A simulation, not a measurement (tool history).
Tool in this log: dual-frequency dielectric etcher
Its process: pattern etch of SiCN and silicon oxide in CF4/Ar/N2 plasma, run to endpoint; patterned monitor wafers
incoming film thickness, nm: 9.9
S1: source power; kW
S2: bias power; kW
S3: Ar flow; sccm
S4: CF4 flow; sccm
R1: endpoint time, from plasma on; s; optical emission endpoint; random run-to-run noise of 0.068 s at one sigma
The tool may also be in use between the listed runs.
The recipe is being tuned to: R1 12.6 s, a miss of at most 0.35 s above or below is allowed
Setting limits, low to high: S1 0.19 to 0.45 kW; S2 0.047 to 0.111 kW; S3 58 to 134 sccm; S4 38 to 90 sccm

run	hour	S1	S2	S3	S4	R1
1	0	0.32	0.079	96	64	15.925
2	7.7	0.34	0.08	96	64	15.033
3	16.4	0.35	0.08	96	64	14.62
4	23.1	0.36	0.08	96	64	14.203
5	25.5	0.36	0.088	96	64	13.587
6	27.1	0.33	0.088	96	64	14.646
7	34.7	0.34	0.088	96	64	14.19
8	35.8	0.35	0.088	96	64	14.098

Below are 4 possible settings for the next run. Only one of them brings all results inside the allowed miss of their targets. Which is it?
A	36.9	0.4	0.077	107	69	?
B	36.9	0.41	0.095	98	67	?
C	36.9	0.38	0.092	91	63	?
D	36.9	0.34	0.08	111	56	?

move	R1
A	13.526
B	11.819
C	12.652
D	15.698
A: better than the last run, though not everything is in spec
B: takes the biggest miss from the last run beyond its target
C: all results land within tolerance of their targets
D: lands further from the targets than the last run did
C is the move that brings every result within its allowed miss.
